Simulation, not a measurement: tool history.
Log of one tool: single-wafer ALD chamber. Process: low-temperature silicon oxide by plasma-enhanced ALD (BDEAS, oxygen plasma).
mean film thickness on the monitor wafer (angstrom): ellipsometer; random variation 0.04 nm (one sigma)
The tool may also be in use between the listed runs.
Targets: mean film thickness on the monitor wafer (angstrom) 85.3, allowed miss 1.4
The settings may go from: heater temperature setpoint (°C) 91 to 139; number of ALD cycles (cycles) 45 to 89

run,day,heater temperature setpoint (°C),number of ALD cycles (cycles),mean film thickness on the monitor wafer (angstrom)
1,0,115,67,91.031
2,0.158,117,66,89.567
3,0.488,110,66,90.239
4,0.821,103,66,91.629
5,0.917,105,65,89.775
6,0.975,105,71,99.341
7,1.171,108,68,93.779
8,1.508,110,66,91.317
9,1.692,112,65,89.09
10,2.012,113,64,86.827
11,2.15,114,64,87.755

5 next moves are on the table. One of them brings every result within its allowed miss. Which?
A,2.288,113,66,?
B,2.288,120,69,?
C,2.288,119,63,?
D,2.288,115,67,?
E,2.288,127,68,?

move,mean film thickness on the monitor wafer (angstrom)
A,90.446
B,93.448
C,85.467
D,91.508
E,91.001
A: further off than the last run
B: further off than the last run
C: meets every target
D: further off than the last run
E: further off than the last run
Answer: C
